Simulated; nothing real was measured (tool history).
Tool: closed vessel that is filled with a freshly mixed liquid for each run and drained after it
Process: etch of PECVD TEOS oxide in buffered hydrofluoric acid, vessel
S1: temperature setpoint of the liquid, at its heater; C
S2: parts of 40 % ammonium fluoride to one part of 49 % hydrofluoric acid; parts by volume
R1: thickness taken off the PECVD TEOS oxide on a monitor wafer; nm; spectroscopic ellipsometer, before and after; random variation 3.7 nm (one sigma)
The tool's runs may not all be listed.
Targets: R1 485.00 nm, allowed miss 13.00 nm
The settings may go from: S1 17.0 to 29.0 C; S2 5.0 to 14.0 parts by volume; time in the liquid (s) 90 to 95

{"run": 1, "hour": 0.0, "S1": 21.0, "S2": 8.5, "time in the liquid (s)": 90, "R1": 259.42}
{"run": 2, "hour": 7.3, "S1": 23.0, "S2": 8.0, "time in the liquid (s)": 90, "R1": 307.99}
{"run": 3, "hour": 10.1, "S1": 23.0, "S2": 9.5, "time in the liquid (s)": 90, "R1": 260.99}
{"run": 4, "hour": 12.4, "S1": 24.5, "S2": 9.0, "time in the liquid (s)": 90, "R1": 291.28}
{"run": 5, "hour": 18.9, "S1": 24.5, "S2": 9.0, "time in the liquid (s)": 95, "R1": 308.73}
{"run": 6, "hour": 20.5, "S1": 24.5, "S2": 11.0, "time in the liquid (s)": 95, "R1": 266.22}
{"run": 7, "hour": 28.8, "S1": 25.5, "S2": 10.0, "time in the liquid (s)": 95, "R1": 306.05}
{"run": 8, "hour": 35.8, "S1": 26.5, "S2": 9.0, "time in the liquid (s)": 95, "R1": 345.92}
{"run": 9, "hour": 44.4, "S1": 27.0, "S2": 8.5, "time in the liquid (s)": 95, "R1": 379.35}
{"run": 10, "hour": 46.4, "S1": 27.5, "S2": 8.0, "time in the liquid (s)": 95, "R1": 416.75}
{"run": 11, "hour": 47.6, "S1": 28.0, "S2": 8.0, "time in the liquid (s)": 95, "R1": 424.21}
{"run": 12, "hour": 54.5, "S1": 28.5, "S2": 8.0, "time in the liquid (s)": 95, "R1": 432.55}

Which of these 4 next moves meets every target?
{"run": "A", "hour": 61.4, "S1": 25.5, "S2": 6.0, "time in the liquid (s)": 95, "R1": "?"}
{"run": "B", "hour": 61.4, "S1": 26.0, "S2": 6.0, "time in the liquid (s)": 95, "R1": "?"}
{"run": "C", "hour": 61.4, "S1": 25.5, "S2": 7.5, "time in the liquid (s)": 95, "R1": "?"}
{"run": "D", "hour": 61.4, "S1": 26.5, "S2": 7.0, "time in the liquid (s)": 95, "R1": "?"}

move=A R1=496.94
move=B R1=510.49
move=C R1=403.64
move=D R1=458.83
A: meets every target
B: takes the result that was furthest off past its target
C: further off than the last run
D: nearer than the last run, and not there yet
The right move is A.
